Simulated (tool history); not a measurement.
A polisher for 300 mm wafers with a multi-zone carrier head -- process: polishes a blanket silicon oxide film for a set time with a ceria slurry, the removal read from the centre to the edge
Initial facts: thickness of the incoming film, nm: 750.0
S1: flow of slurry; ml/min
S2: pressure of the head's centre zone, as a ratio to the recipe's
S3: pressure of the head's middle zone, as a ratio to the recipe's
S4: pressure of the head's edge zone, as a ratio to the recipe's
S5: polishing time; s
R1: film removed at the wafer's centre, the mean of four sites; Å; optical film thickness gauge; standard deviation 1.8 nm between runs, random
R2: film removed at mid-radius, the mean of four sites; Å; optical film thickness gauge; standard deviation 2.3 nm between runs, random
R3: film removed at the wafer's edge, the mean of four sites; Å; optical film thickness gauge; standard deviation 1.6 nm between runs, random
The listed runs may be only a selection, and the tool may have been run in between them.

run  hour   S1    S2    S3    S4  S5      R1      R2      R3
  1   0.0  245  1.00  1.00  1.00  49  2723.9  2544.5  2481.7
  2   4.8  240  0.97  0.99  0.98  45  2439.9  2408.5  2251.5
  3  13.6  275  0.97  0.99  0.98  45  2497.2  2403.6  2318.3
  4  22.3  275  0.97  0.99  0.98  34  1890.8  1833.9  1763.3
  5  25.1  275  0.97  0.99  0.98  43  2400.6  2305.0  2219.5
  6  33.2  255  0.95  0.98  0.99  40  2151.4  2075.0  2054.4

For run 7, what comes out?
  7  34.6  245  0.93  0.98  0.98  38   ?   ?   ?

R1: 1942.4 Å
R2: 1976.8 Å
R3: 1956.8 Å

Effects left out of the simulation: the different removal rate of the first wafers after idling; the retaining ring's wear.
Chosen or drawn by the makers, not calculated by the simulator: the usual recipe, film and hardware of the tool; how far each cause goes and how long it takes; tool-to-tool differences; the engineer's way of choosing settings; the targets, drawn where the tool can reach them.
